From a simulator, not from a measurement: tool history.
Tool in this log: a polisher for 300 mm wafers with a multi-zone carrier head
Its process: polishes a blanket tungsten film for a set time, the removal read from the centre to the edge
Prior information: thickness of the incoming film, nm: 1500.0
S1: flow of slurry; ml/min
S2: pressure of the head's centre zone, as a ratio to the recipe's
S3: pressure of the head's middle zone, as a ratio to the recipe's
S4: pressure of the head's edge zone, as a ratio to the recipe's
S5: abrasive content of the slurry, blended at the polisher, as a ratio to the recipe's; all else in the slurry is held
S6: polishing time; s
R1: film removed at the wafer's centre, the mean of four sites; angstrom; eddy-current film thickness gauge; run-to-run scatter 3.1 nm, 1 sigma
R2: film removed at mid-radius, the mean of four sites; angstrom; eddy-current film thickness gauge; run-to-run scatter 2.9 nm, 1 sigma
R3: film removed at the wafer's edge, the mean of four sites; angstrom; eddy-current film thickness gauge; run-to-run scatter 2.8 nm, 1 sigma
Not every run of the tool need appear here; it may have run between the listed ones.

| run | hour | S1 | S2 | S3 | S4 | S5 | S6 | R1 | R2 | R3 |
|---|---|---|---|---|---|---|---|---|---|---|
| 1 | 0 | 290 | 1 | 1 | 1 | 1 | 68 | 3839.1 | 3831.5 | 3785.5 |
| 2 | 4.1 | 290 | 1 | 1 | 1 | 1 | 57 | 3183.7 | 3118 | 3172 |
| 3 | 5.5 | 290 | 1 | 0.98 | 0.99 | 0.95 | 57 | 3222.5 | 3096.9 | 3063.3 |
| 4 | 7 | 290 | 1 | 0.98 | 0.99 | 0.85 | 57 | 3145.5 | 2966.5 | 3048.6 |
| 5 | 7.7 | 290 | 1 | 0.98 | 0.99 | 0.7 | 57 | 2987.6 | 2792.5 | 2918.8 |
| 6 | 9.4 | 290 | 1 | 0.96 | 0.99 | 0.65 | 57 | 2900.7 | 2858.9 | 2903.8 |
| 7 | 18.3 | 285 | 1.02 | 0.95 | 1.01 | 0.65 | 56 | 2885.7 | 2641.3 | 2892.1 |
| 8 | 25 | 285 | 1.02 | 0.95 | 1.01 | 0.65 | 56 | 2870.8 | 2727.8 | 2849.1 |
| 9 | 33.6 | 285 | 1.04 | 0.93 | 1.02 | 0.65 | 56 | 2941.5 | 2649.5 | 2842.6 |
| 10 | 37.7 | 285 | 1.04 | 0.93 | 1.02 | 0.65 | 56 | 2974.3 | 2650 | 2878 |

The next listed run, before its measurement:
| 11 | 43.4 | 280 | 1.04 | 0.92 | 1.02 | 0.65 | 56 | ? | ? | ? |

{"run 11": {"R1": 2909.5, "R2": 2652.9, "R3": 2852.6}}
